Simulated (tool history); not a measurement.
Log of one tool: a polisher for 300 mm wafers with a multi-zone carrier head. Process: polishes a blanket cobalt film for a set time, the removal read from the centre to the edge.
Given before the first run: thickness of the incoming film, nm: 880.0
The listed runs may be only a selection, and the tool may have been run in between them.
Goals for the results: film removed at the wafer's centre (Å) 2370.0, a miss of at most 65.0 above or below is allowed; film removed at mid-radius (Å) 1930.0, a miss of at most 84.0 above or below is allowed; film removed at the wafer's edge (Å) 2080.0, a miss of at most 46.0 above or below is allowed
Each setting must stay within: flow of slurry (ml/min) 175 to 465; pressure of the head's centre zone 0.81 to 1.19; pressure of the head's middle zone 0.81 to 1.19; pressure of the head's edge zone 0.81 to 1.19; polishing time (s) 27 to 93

run	hour	flow of slurry (ml/min)	pressure of the head's centre zone	pressure of the head's middle zone	pressure of the head's edge zone	polishing time (s)	film removed at the wafer's centre (Å)	film removed at mid-radius (Å)	film removed at the wafer's edge (Å)
1	0.0	295	1.00	1.00	1.00	59	1723.1	1710.7	1668.3
2	5.5	295	1.00	1.00	1.06	59	1718.8	1683.2	1728.9
3	13.4	310	1.04	1.01	1.09	60	1783.3	1714.0	1770.8
4	15.8	315	1.07	1.00	1.09	62	1902.8	1789.3	1817.8
5	20.1	315	1.02	1.00	1.09	62	1820.9	1830.0	1832.9
6	23.7	315	1.02	1.00	1.05	62	1802.6	1813.6	1816.9
7	27.1	305	1.05	0.99	1.07	64	1926.7	1808.4	1860.0
8	28.2	310	1.08	0.99	1.08	66	2051.8	1864.7	1943.9
9	32.1	315	1.10	0.99	1.09	67	2109.0	1912.7	1981.9

Consider the 5 candidate settings below. Which is the only one whose results all fall within their allowed miss of target?
A	36.0	340	1.02	1.00	1.13	63	?	?	?
B	36.0	295	1.09	0.96	1.11	72	?	?	?
C	36.0	285	0.90	0.96	1.19	68	?	?	?
D	36.0	285	1.04	0.99	1.01	67	?	?	?
E	36.0	320	1.19	0.95	1.11	70	?	?	?

move	film removed at the wafer's centre (Å)	film removed at mid-radius (Å)	film removed at the wafer's edge (Å)
A	1874.3	1814.4	1898.7
B	2233.2	1988.1	2136.3
C	1807.2	1874.1	2081.1
D	1995.8	1890.5	1900.2
E	2347.1	1927.9	2086.6
A: lands further from the targets than the last run did
B: moves toward the targets from the last run without getting all of them in spec
C: lands further from the targets than the last run did
D: lands further from the targets than the last run did
E: every result within its allowed miss
So the answer is move E, the one that meets all the targets.
